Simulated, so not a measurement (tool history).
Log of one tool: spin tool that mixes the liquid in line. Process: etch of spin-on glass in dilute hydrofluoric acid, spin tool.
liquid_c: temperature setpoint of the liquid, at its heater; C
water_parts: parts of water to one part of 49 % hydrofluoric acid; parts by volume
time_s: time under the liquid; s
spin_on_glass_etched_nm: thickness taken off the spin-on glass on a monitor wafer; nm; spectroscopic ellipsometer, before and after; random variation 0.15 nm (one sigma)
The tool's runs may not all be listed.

{"run": 1, "hour": 0.0, "liquid_c": 24.0, "water_parts": 205, "time_s": 45, "spin_on_glass_etched_nm": 14.256}
{"run": 2, "hour": 8.5, "liquid_c": 25.0, "water_parts": 195, "time_s": 45, "spin_on_glass_etched_nm": 15.617}
{"run": 3, "hour": 13.9, "liquid_c": 26.0, "water_parts": 185, "time_s": 45, "spin_on_glass_etched_nm": 17.288}
{"run": 4, "hour": 17.5, "liquid_c": 27.0, "water_parts": 175, "time_s": 45, "spin_on_glass_etched_nm": 19.169}
{"run": 5, "hour": 23.8, "liquid_c": 29.5, "water_parts": 175, "time_s": 45, "spin_on_glass_etched_nm": 20.972}
{"run": 6, "hour": 30.3, "liquid_c": 28.0, "water_parts": 175, "time_s": 45, "spin_on_glass_etched_nm": 19.667}
{"run": 7, "hour": 34.5, "liquid_c": 28.5, "water_parts": 170, "time_s": 45, "spin_on_glass_etched_nm": 20.874}
{"run": 8, "hour": 35.8, "liquid_c": 29.0, "water_parts": 165, "time_s": 45, "spin_on_glass_etched_nm": 22.128}
{"run": 9, "hour": 38.0, "liquid_c": 29.5, "water_parts": 160, "time_s": 45, "spin_on_glass_etched_nm": 23.329}
{"run": 10, "hour": 38.8, "liquid_c": 32.0, "water_parts": 130, "time_s": 45, "spin_on_glass_etched_nm": 32.69}

Forecast run 11:
{"run": 11, "hour": 42.3, "liquid_c": 31.5, "water_parts": 130, "time_s": 45, "spin_on_glass_etched_nm": "?"}

Run 11 gave spin_on_glass_etched_nm 32.091 nm.
